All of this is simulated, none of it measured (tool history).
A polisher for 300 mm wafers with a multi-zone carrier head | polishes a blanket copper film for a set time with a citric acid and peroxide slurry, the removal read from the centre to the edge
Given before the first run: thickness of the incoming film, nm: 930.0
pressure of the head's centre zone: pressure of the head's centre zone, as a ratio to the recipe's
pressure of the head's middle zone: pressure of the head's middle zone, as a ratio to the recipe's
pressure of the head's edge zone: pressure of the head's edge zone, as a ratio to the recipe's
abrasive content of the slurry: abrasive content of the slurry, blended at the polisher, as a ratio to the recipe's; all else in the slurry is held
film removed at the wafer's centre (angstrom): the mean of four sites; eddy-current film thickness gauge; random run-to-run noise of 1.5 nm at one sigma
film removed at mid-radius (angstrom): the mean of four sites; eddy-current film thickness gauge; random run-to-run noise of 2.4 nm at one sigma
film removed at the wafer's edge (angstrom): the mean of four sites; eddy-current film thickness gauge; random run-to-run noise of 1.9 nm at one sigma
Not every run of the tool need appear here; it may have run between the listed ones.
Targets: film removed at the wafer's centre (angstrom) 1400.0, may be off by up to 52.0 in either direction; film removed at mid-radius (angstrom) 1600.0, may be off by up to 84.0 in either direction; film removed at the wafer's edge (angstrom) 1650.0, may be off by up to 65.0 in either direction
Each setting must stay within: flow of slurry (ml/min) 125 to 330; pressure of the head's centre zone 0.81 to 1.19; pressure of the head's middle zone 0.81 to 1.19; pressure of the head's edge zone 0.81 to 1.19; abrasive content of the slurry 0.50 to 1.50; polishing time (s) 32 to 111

| run | hour | flow of slurry (ml/min) | pressure of the head's centre zone | pressure of the head's middle zone | pressure of the head's edge zone | abrasive content of the slurry | polishing time (s) | film removed at the wafer's centre (angstrom) | film removed at mid-radius (angstrom) | film removed at the wafer's edge (angstrom) |
|---|---|---|---|---|---|---|---|---|---|---|
| 1 | 0.0 | 210 | 1.00 | 1.00 | 1.00 | 1.00 | 71 | 1693.1 | 1653.8 | 1700.6 |
| 2 | 1.4 | 210 | 1.00 | 1.00 | 1.00 | 1.00 | 59 | 1428.4 | 1382.2 | 1377.7 |
| 3 | 7.0 | 210 | 1.00 | 1.00 | 1.00 | 0.85 | 59 | 1332.3 | 1304.8 | 1332.3 |
| 4 | 11.6 | 210 | 0.98 | 1.01 | 1.02 | 0.90 | 60 | 1347.8 | 1357.3 | 1384.5 |
| 5 | 17.5 | 210 | 0.98 | 1.01 | 1.02 | 0.90 | 50 | 1120.5 | 1128.8 | 1174.0 |
| 6 | 25.4 | 170 | 0.98 | 1.01 | 1.02 | 0.90 | 50 | 1082.2 | 1109.5 | 1138.0 |
| 7 | 30.5 | 180 | 0.97 | 1.02 | 1.04 | 1.00 | 51 | 1145.2 | 1191.7 | 1207.1 |
| 8 | 32.4 | 185 | 0.96 | 1.02 | 1.06 | 1.05 | 52 | 1190.6 | 1251.0 | 1255.8 |
| 9 | 37.7 | 190 | 0.94 | 1.01 | 1.08 | 1.10 | 53 | 1193.5 | 1286.8 | 1328.3 |
| 10 | 46.3 | 200 | 0.94 | 1.01 | 1.10 | 1.15 | 53 | 1208.8 | 1313.6 | 1368.4 |
| 11 | 54.7 | 210 | 0.94 | 1.02 | 1.11 | 1.20 | 53 | 1228.7 | 1331.8 | 1355.4 |
| 12 | 60.6 | 210 | 0.93 | 1.02 | 1.12 | 1.25 | 54 | 1251.7 | 1345.5 | 1431.1 |
| 13 | 61.7 | 210 | 0.93 | 1.03 | 1.13 | 1.30 | 55 | 1312.5 | 1446.9 | 1435.3 |
| 14 | 64.9 | 240 | 0.85 | 0.97 | 1.19 | 1.40 | 63 | 1402.0 | 1589.8 | 1785.3 |
| 15 | 70.4 | 240 | 0.85 | 0.98 | 1.18 | 1.40 | 63 | 1441.0 | 1640.6 | 1779.2 |
| 16 | 76.9 | 235 | 0.85 | 0.98 | 1.17 | 1.40 | 63 | 1408.5 | 1612.0 | 1805.6 |
| 17 | 80.2 | 235 | 0.86 | 0.99 | 1.17 | 1.40 | 63 | 1417.6 | 1636.5 | 1786.1 |
| 18 | 85.5 | 235 | 0.87 | 1.00 | 1.17 | 1.40 | 63 | 1452.2 | 1653.3 | 1821.7 |
| 19 | 87.0 | 230 | 0.87 | 1.00 | 1.15 | 1.40 | 63 | 1476.6 | 1589.8 | 1747.3 |
| 20 | 94.0 | 230 | 0.87 | 1.01 | 1.15 | 1.40 | 63 | 1439.2 | 1642.2 | 1774.5 |
| 21 | 102.6 | 230 | 0.88 | 1.01 | 1.15 | 1.40 | 63 | 1474.5 | 1654.8 | 1778.7 |
| 22 | 103.4 | 225 | 0.88 | 1.01 | 1.15 | 1.40 | 63 | 1463.6 | 1674.9 | 1803.6 |
| 23 | 112.3 | 230 | 0.88 | 1.01 | 1.15 | 1.35 | 63 | 1442.7 | 1595.0 | 1758.3 |
| 24 | 118.2 | 225 | 0.88 | 1.01 | 1.14 | 1.35 | 63 | 1417.2 | 1633.3 | 1750.0 |

Of the 5 settings listed for the next run, only one would bring every result within its allowed miss of target. Which one?
| A | 124.1 | 240 | 0.81 | 0.92 | 1.17 | 1.35 | 71 | ? | ? | ? |
| B | 124.1 | 215 | 0.83 | 1.04 | 1.19 | 1.50 | 65 | ? | ? | ? |
| C | 124.1 | 260 | 0.88 | 1.02 | 1.09 | 1.25 | 62 | ? | ? | ? |
| D | 124.1 | 185 | 0.83 | 1.04 | 1.16 | 1.35 | 67 | ? | ? | ? |
| E | 124.1 | 220 | 0.81 | 0.83 | 1.19 | 1.25 | 70 | ? | ? | ? |

| move | film removed at the wafer's centre (angstrom) | film removed at mid-radius (angstrom) | film removed at the wafer's edge (angstrom) |
|---|---|---|---|
| A | 1493.4 | 1677.9 | 2024.9 |
| B | 1420.9 | 1727.9 | 1901.5 |
| C | 1403.7 | 1578.7 | 1679.2 |
| D | 1389.5 | 1694.2 | 1849.9 |
| E | 1423.5 | 1471.7 | 1958.6 |
A: the biggest miss grows against the last run
B: the biggest miss grows against the last run
C: meets every target
D: the biggest miss grows against the last run
E: the biggest miss grows against the last run
The move that meets every target is C.

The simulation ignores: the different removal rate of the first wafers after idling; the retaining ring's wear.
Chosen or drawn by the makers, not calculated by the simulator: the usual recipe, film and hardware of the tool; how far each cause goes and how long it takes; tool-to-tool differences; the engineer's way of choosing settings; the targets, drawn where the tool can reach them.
